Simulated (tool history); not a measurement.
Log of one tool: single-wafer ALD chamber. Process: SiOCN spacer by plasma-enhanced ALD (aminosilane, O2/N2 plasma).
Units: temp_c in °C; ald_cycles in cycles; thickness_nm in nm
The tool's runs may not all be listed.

run 1 hour=0.0 | temp_c=405 ald_cycles=43 | thickness_nm=2.3487
run 2 hour=4.0 | temp_c=410 ald_cycles=41 | thickness_nm=2.2000
run 3 hour=12.6 | temp_c=404 ald_cycles=41 | thickness_nm=2.2481
run 4 hour=20.0 | temp_c=404 ald_cycles=38 | thickness_nm=2.0883
run 5 hour=24.4 | temp_c=407 ald_cycles=38 | thickness_nm=2.0628
run 6 hour=29.4 | temp_c=407 ald_cycles=42 | thickness_nm=2.2842
run 7 hour=36.7 | temp_c=412 ald_cycles=41 | thickness_nm=2.1823
run 8 hour=39.8 | temp_c=416 ald_cycles=41 | thickness_nm=2.1506
run 9 hour=42.9 | temp_c=419 ald_cycles=41 | thickness_nm=2.1418

The next listed run, before its measurement:
run 10 hour=47.6 | temp_c=421 ald_cycles=40 | thickness_nm=?

Run 10 gave thickness_nm 2.0604 nm.
